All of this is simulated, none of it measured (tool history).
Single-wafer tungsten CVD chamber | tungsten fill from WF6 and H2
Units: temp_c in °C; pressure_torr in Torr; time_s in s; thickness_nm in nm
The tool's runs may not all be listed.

run 1 hour=0 | temp_c=395 pressure_torr=45 time_s=24.5 | thickness_nm=74.682
run 2 hour=7.3 | temp_c=395 pressure_torr=49.7 time_s=24.5 | thickness_nm=78.897
run 3 hour=16.2 | temp_c=395 pressure_torr=49.7 time_s=23.4 | thickness_nm=74.88
run 4 hour=20.2 | temp_c=395 pressure_torr=56.4 time_s=23.4 | thickness_nm=79.84
run 5 hour=22.8 | temp_c=395 pressure_torr=56.4 time_s=24.5 | thickness_nm=83.052
run 6 hour=27.6 | temp_c=395 pressure_torr=60.3 time_s=24.5 | thickness_nm=86.413
run 7 hour=36.1 | temp_c=390 pressure_torr=60.1 time_s=24.5 | thickness_nm=79.178
run 8 hour=39.2 | temp_c=386 pressure_torr=59.9 time_s=24.5 | thickness_nm=73.047

Run 9 comes next. What will it give?
run 9 hour=41.8 | temp_c=383 pressure_torr=59.8 time_s=24.5 | thickness_nm=?

{"run 9": {"thickness_nm": 69.967}}

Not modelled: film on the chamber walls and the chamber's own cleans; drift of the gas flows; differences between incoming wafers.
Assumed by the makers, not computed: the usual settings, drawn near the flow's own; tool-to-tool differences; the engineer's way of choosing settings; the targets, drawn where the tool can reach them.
